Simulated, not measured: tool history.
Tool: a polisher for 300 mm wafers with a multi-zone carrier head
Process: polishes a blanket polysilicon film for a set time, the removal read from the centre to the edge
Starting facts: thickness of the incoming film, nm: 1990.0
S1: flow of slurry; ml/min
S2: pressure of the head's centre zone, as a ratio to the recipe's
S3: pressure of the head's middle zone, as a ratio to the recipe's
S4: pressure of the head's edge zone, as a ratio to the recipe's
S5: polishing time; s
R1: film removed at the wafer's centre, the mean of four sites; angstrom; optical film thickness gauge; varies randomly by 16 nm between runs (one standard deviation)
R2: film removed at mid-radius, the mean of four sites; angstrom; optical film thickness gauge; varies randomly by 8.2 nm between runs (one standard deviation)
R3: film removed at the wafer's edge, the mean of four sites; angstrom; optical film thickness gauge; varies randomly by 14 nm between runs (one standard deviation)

run 1 hour=0.0 | S1=130 S2=1.00 S3=1.00 S4=1.00 S5=80 | R1=7463.8 R2=7811.5 R3=7937.2
run 2 hour=7.8 | S1=140 S2=1.03 S3=1.03 S4=1.03 S5=84 | R1=8255.9 R2=8516.2 R3=8184.2
run 3 hour=15.5 | S1=140 S2=1.03 S3=1.03 S4=0.97 S5=84 | R1=8441.9 R2=8459.2 R3=8164.4
run 4 hour=18.4 | S1=145 S2=1.03 S3=1.03 S4=0.98 S5=89 | R1=8700.4 R2=9036.3 R3=8682.5
run 5 hour=24.4 | S1=145 S2=1.03 S3=1.03 S4=0.90 S5=89 | R1=9160.5 R2=9095.2 R3=8279.0
run 6 hour=25.3 | S1=150 S2=1.04 S3=1.04 S4=0.94 S5=92 | R1=9247.5 R2=9396.4 R3=8917.6

Expected results for the next run?
run 7 hour=26.0 | S1=155 S2=1.06 S3=1.05 S4=0.96 S5=95 | R1=? R2=? R3=?

R1: 9471.9 angstrom
R2: 9993.0 angstrom
R3: 9349.8 angstrom
